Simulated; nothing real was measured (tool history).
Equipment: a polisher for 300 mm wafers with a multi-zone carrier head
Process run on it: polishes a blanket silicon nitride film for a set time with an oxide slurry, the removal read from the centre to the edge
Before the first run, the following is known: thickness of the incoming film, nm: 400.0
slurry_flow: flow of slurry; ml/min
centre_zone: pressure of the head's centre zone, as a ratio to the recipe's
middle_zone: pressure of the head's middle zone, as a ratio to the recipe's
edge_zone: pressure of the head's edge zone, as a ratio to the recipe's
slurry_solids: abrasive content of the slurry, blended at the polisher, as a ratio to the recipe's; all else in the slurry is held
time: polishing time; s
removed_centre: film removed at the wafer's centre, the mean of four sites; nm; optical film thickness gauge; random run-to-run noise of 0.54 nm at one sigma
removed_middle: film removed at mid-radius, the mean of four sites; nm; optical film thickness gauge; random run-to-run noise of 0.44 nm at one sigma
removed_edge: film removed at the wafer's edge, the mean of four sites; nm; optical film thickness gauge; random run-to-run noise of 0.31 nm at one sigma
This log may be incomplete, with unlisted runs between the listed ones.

run  hour  slurry_flow  centre_zone  middle_zone  edge_zone  slurry_solids  time  removed_centre  removed_middle  removed_edge
  1   0.0          290         1.00         1.00       1.00            1.0    88          52.209          52.045        53.746
  2   5.8          285         1.00         0.96       0.97            0.9    88          49.923          46.436        49.654
  3  14.6          285         1.00         0.96       1.01            0.9    88          50.526          46.779        50.863
  4  22.4          285         1.00         0.96       1.01            0.9    75          42.545          39.736        43.153
  5  24.3          285         1.00         1.04       1.01            0.9    75          43.644          42.849        43.066
  6  30.0          285         1.00         0.95       1.01            0.9    75          42.198          39.048        43.849
  7  31.4          280         1.01         0.95       1.00            0.9    75          42.727          39.512        43.304

Run 8 comes next. What will it give?
  8  33.3          280         1.01         0.95       1.00            0.9    75               ?               ?             ?

{"run 8": {"removed_centre": 42.795, "removed_middle": 39.486, "removed_edge": 42.754}}
